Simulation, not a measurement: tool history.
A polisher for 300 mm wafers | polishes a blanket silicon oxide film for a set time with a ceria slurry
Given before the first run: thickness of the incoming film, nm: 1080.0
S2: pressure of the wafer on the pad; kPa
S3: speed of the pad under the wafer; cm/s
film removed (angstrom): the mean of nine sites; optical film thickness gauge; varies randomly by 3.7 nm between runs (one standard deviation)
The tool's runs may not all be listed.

run 1 hour=0 | flow_of_slurry_(ml/min)=195 S2=17.9 S3=90 polishing_time_(s)=97 | film_removed_(angstrom)=2957.7
run 2 hour=8.1 | flow_of_slurry_(ml/min)=160 S2=17.9 S3=90 polishing_time_(s)=97 | film_removed_(angstrom)=2884.2
run 3 hour=14.8 | flow_of_slurry_(ml/min)=190 S2=17.9 S3=90 polishing_time_(s)=97 | film_removed_(angstrom)=2943.8
run 4 hour=18.6 | flow_of_slurry_(ml/min)=190 S2=17.9 S3=72 polishing_time_(s)=97 | film_removed_(angstrom)=2375.3
run 5 hour=23.8 | flow_of_slurry_(ml/min)=195 S2=21.4 S3=72 polishing_time_(s)=97 | film_removed_(angstrom)=2852.2
run 6 hour=27.6 | flow_of_slurry_(ml/min)=200 S2=23.4 S3=74 polishing_time_(s)=97 | film_removed_(angstrom)=3141.6
run 7 hour=32.6 | flow_of_slurry_(ml/min)=200 S2=24.8 S3=78 polishing_time_(s)=97 | film_removed_(angstrom)=3474.9

Run 8 has not been measured yet. What should we expect?
run 8 hour=39 | flow_of_slurry_(ml/min)=205 S2=25.5 S3=80 polishing_time_(s)=97 | film_removed_(angstrom)=?

For run 8 the tool returned film removed (angstrom) 3706.1.

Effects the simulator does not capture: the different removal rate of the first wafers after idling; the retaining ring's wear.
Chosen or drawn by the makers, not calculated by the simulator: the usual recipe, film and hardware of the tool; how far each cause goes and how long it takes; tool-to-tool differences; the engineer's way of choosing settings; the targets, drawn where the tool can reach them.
